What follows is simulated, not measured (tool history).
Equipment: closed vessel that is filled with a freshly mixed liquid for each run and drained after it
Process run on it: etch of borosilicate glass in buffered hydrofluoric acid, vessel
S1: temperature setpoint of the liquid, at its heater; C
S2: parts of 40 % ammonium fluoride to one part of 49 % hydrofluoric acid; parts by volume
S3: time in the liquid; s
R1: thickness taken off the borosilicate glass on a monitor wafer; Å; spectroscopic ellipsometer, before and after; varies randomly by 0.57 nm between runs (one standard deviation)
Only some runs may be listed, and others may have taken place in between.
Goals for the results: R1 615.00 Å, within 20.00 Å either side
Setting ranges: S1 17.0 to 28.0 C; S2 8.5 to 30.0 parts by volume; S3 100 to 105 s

{"run": 1, "hour": 0.0, "S1": 20.0, "S2": 23.5, "S3": 100, "R1": 451.39}
{"run": 2, "hour": 5.2, "S1": 21.0, "S2": 23.5, "S3": 100, "R1": 468.24}
{"run": 3, "hour": 10.8, "S1": 24.0, "S2": 23.5, "S3": 100, "R1": 556.35}
{"run": 4, "hour": 19.3, "S1": 24.5, "S2": 23.5, "S3": 100, "R1": 576.51}
{"run": 5, "hour": 27.0, "S1": 22.0, "S2": 23.5, "S3": 100, "R1": 502.62}
{"run": 6, "hour": 29.5, "S1": 22.0, "S2": 16.5, "S3": 100, "R1": 682.12}
{"run": 7, "hour": 34.8, "S1": 21.5, "S2": 16.5, "S3": 100, "R1": 659.45}
{"run": 8, "hour": 35.9, "S1": 21.0, "S2": 16.5, "S3": 100, "R1": 646.13}

Consider the 5 candidate settings below. Which is the only one whose results all fall within their allowed miss of target?
{"run": "A", "hour": 37.0, "S1": 20.0, "S2": 14.5, "S3": 100, "R1": "?"}
{"run": "B", "hour": 37.0, "S1": 23.0, "S2": 19.0, "S3": 105, "R1": "?"}
{"run": "C", "hour": 37.0, "S1": 19.0, "S2": 15.5, "S3": 105, "R1": "?"}
{"run": "D", "hour": 37.0, "S1": 24.0, "S2": 19.0, "S3": 100, "R1": "?"}
{"run": "E", "hour": 37.0, "S1": 22.5, "S2": 18.5, "S3": 100, "R1": "?"}

move=A R1=690.15
move=B R1=652.69
move=C R1=641.89
move=D R1=656.07
move=E R1=621.22
A: misses by more than the last run did
B: misses by more than the last run did
C: closes in on the targets versus the last run, not all within tolerance yet
D: misses by more than the last run did
E: hits every target within its allowed miss
So the answer is move E, the one that meets all the targets.
